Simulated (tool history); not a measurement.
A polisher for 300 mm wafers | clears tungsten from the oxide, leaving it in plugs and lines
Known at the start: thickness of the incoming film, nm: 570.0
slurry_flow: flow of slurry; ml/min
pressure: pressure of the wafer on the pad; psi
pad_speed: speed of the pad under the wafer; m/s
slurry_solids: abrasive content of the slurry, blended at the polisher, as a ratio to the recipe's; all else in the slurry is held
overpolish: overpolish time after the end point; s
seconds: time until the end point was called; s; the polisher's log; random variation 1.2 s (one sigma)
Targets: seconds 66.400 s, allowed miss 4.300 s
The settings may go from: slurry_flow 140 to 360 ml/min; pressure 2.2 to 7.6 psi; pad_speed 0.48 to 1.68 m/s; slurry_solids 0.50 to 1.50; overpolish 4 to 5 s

run 1 hour=0.0 | slurry_flow=230 pressure=4.9 pad_speed=1.08 slurry_solids=1.00 overpolish=5 | seconds=85.808
run 2 hour=1.0 | slurry_flow=230 pressure=5.3 pad_speed=1.10 slurry_solids=1.00 overpolish=5 | seconds=76.929
run 3 hour=9.7 | slurry_flow=230 pressure=4.9 pad_speed=1.10 slurry_solids=1.00 overpolish=5 | seconds=81.622
run 4 hour=13.6 | slurry_flow=230 pressure=5.2 pad_speed=1.12 slurry_solids=1.00 overpolish=5 | seconds=75.842
run 5 hour=15.4 | slurry_flow=230 pressure=5.2 pad_speed=1.12 slurry_solids=0.90 overpolish=5 | seconds=74.296
run 6 hour=21.6 | slurry_flow=230 pressure=4.2 pad_speed=1.12 slurry_solids=0.90 overpolish=5 | seconds=94.504
run 7 hour=29.5 | slurry_flow=230 pressure=4.7 pad_speed=1.14 slurry_solids=0.90 overpolish=5 | seconds=85.124
run 8 hour=32.0 | slurry_flow=230 pressure=5.0 pad_speed=1.16 slurry_solids=0.90 overpolish=5 | seconds=77.100

5 next moves are on the table. One of them brings every result within its allowed miss. Which?
run A hour=34.5 | slurry_flow=285 pressure=5.3 pad_speed=1.26 slurry_solids=0.90 overpolish=5 | seconds=?
run B hour=34.5 | slurry_flow=220 pressure=5.6 pad_speed=0.98 slurry_solids=0.70 overpolish=5 | seconds=?
run C hour=34.5 | slurry_flow=240 pressure=4.6 pad_speed=1.12 slurry_solids=0.80 overpolish=4 | seconds=?
run D hour=34.5 | slurry_flow=210 pressure=6.1 pad_speed=1.34 slurry_solids=0.90 overpolish=4 | seconds=?
run E hour=34.5 | slurry_flow=255 pressure=4.7 pad_speed=1.06 slurry_solids=0.95 overpolish=5 | seconds=?

move=A seconds=66.754
move=B seconds=86.011
move=C seconds=88.843
move=D seconds=56.217
move=E seconds=88.664
A: meets every target
B: further off than the last run
C: further off than the last run
D: takes the result that was furthest off past its target
E: further off than the last run
Answer: A

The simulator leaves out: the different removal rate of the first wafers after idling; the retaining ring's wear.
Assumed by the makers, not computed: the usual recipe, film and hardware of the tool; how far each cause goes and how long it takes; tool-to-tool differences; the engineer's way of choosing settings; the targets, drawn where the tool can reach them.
